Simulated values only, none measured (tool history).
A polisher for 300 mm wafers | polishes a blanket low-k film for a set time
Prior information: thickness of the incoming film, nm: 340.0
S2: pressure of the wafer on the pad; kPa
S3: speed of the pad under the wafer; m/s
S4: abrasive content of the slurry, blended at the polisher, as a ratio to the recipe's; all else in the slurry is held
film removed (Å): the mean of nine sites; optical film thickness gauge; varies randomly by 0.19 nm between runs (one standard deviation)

Run 1, hour 0.0: flow of slurry (ml/min) 165, S2 9.7 kPa, S3 1.26 m/s, S4 1.0, polishing time (s) 45. Result: film removed (Å) 204.83.
Run 2, hour 5.4: flow of slurry (ml/min) 180, S2 9.7 kPa, S3 1.26 m/s, S4 1.0, polishing time (s) 45. Result: film removed (Å) 207.35.
Run 3, hour 9.4: flow of slurry (ml/min) 215, S2 9.7 kPa, S3 1.26 m/s, S4 1.0, polishing time (s) 45. Result: film removed (Å) 216.29.
Run 4, hour 12.0: flow of slurry (ml/min) 215, S2 9.7 kPa, S3 1.26 m/s, S4 1.0, polishing time (s) 45. Result: film removed (Å) 209.50.
Run 5, hour 14.2: flow of slurry (ml/min) 195, S2 9.7 kPa, S3 1.26 m/s, S4 1.0, polishing time (s) 45. Result: film removed (Å) 207.61.
At hour 14.7: head pressure recalibrated.
Run 6, hour 14.7: flow of slurry (ml/min) 195, S2 11.7 kPa, S3 1.26 m/s, S4 1.0, polishing time (s) 45. Result: film removed (Å) 246.73.
Run 7, hour 21.4: flow of slurry (ml/min) 195, S2 10.3 kPa, S3 1.24 m/s, S4 1.0, polishing time (s) 45. Result: film removed (Å) 213.29.
Run 8, hour 24.0: flow of slurry (ml/min) 195, S2 9.7 kPa, S3 1.24 m/s, S4 1.0, polishing time (s) 45. Result: film removed (Å) 200.03.

Run 9 is up next; what results do you expect?
Run 9, hour 25.6: flow of slurry (ml/min) 195, S2 9.0 kPa, S3 1.24 m/s, S4 1.0, polishing time (s) 45. Result: film removed (Å) ?.

film removed (Å): 185.85
